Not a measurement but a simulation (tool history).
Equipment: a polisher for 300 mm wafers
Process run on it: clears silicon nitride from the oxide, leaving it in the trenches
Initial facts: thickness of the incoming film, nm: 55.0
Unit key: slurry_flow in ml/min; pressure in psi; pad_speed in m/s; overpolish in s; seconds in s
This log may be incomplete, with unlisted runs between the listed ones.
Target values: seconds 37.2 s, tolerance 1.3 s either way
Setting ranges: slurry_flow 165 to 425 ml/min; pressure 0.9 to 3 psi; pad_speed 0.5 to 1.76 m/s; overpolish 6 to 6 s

run 1 day=0 | slurry_flow=275 pressure=1.9 pad_speed=1.12 overpolish=6 | seconds=69.882
run 2 day=0.092 | slurry_flow=210 pressure=1.9 pad_speed=1.12 overpolish=6 | seconds=70.7
run 3 day=0.238 | slurry_flow=210 pressure=2.2 pad_speed=1.14 overpolish=6 | seconds=62.248
run 4 day=0.358 | slurry_flow=210 pressure=2.2 pad_speed=1.14 overpolish=6 | seconds=61.617
run 5 day=0.429 | slurry_flow=210 pressure=2.5 pad_speed=1.2 overpolish=6 | seconds=52.093
run 6 day=0.662 | slurry_flow=210 pressure=2.5 pad_speed=0.98 overpolish=6 | seconds=61.958
run 7 day=0.888 | slurry_flow=215 pressure=2.7 pad_speed=1.1 overpolish=6 | seconds=51.636
run 8 day=1.217 | slurry_flow=215 pressure=2.8 pad_speed=1.18 overpolish=6 | seconds=46.826
run 9 day=1.367 | slurry_flow=215 pressure=2.9 pad_speed=1.24 overpolish=6 | seconds=43.887
run 10 day=1.404 | slurry_flow=215 pressure=2.9 pad_speed=1.3 overpolish=6 | seconds=41.207
run 11 day=1.579 | slurry_flow=215 pressure=2.9 pad_speed=1.32 overpolish=6 | seconds=41.105
run 12 day=1.65 | slurry_flow=215 pressure=2.9 pad_speed=1.34 overpolish=6 | seconds=40.087
run 13 day=1.742 | slurry_flow=220 pressure=3 pad_speed=1.36 overpolish=6 | seconds=38.392

Next run, 4 choices. One meets every target within its allowed miss, the rest don't. Which?
run A day=1.833 | slurry_flow=165 pressure=3 pad_speed=1.46 overpolish=6 | seconds=?
run B day=1.833 | slurry_flow=245 pressure=2.9 pad_speed=1.34 overpolish=6 | seconds=?
run C day=1.833 | slurry_flow=260 pressure=3 pad_speed=1.3 overpolish=6 | seconds=?
run D day=1.833 | slurry_flow=235 pressure=2.8 pad_speed=1.38 overpolish=6 | seconds=?

move=A seconds=37.085
move=B seconds=40.069
move=C seconds=39.601
move=D seconds=40.567
A: every result within its allowed miss
B: misses by more than the last run did
C: misses by more than the last run did
D: misses by more than the last run did
Move A is the one to make.

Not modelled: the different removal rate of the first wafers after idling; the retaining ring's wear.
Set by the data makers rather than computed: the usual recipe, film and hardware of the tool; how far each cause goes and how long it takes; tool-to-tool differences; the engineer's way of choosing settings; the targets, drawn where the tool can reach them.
